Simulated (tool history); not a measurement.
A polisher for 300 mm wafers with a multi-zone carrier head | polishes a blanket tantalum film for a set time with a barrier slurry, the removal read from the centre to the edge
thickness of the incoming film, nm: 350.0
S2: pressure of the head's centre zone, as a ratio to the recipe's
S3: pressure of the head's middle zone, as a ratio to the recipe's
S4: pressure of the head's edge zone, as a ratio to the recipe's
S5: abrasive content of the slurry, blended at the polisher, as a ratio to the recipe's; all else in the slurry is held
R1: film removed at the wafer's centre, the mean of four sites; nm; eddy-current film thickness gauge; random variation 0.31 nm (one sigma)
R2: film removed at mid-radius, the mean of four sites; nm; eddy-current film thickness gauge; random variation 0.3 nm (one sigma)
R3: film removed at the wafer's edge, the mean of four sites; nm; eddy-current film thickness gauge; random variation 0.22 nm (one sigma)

Run 1, day 0: flow of slurry (ml/min) 170, S2 1, S3 1, S4 1, S5 1, polishing time (s) 33. Result: R1 34.432 nm, R2 34.785 nm, R3 34.474 nm.
Run 2, day 0.358: flow of slurry (ml/min) 160, S2 0.97, S3 1, S4 0.98, S5 0.95, polishing time (s) 33. Result: R1 33.065 nm, R2 34.216 nm, R3 33.416 nm.
Run 3, day 0.529: flow of slurry (ml/min) 155, S2 0.94, S3 1, S4 0.99, S5 0.9, polishing time (s) 33. Result: R1 31.233 nm, R2 32.814 nm, R3 32.472 nm.
Run 4, day 0.829: flow of slurry (ml/min) 150, S2 0.91, S3 1.01, S4 1, S5 0.85, polishing time (s) 33. Result: R1 29.595 nm, R2 33.254 nm, R3 31.981 nm.
Run 5, day 1.154: flow of slurry (ml/min) 145, S2 0.89, S3 1, S4 1, S5 0.8, polishing time (s) 33. Result: R1 27.975 nm, R2 31.915 nm, R3 30.887 nm.
Run 6, day 1.417: flow of slurry (ml/min) 145, S2 0.89, S3 1, S4 1, S5 0.8, polishing time (s) 39. Result: R1 33.917 nm, R2 37.338 nm, R3 36.928 nm.
Run 7, day 1.579: flow of slurry (ml/min) 140, S2 0.87, S3 1, S4 1, S5 0.75, polishing time (s) 38. Result: R1 30.851 nm, R2 35.419 nm, R3 34.759 nm.
Run 8, day 1.808: flow of slurry (ml/min) 135, S2 0.86, S3 1, S4 0.99, S5 0.7, polishing time (s) 38. Result: R1 29.686 nm, R2 33.61 nm, R3 33.864 nm.
Run 9, day 2.079: flow of slurry (ml/min) 130, S2 0.85, S3 1.01, S4 0.98, S5 0.65, polishing time (s) 38. Result: R1 27.521 nm, R2 32.811 nm, R3 32.138 nm.

Forecast run 10:
Run 10, day 2.433: flow of slurry (ml/min) 130, S2 0.85, S3 1.01, S4 0.98, S5 0.65, polishing time (s) 38. Result: R1 ?, R2 ?, R3 ?.

R1: 28.274 nm
R2: 33.228 nm
R3: 32.352 nm
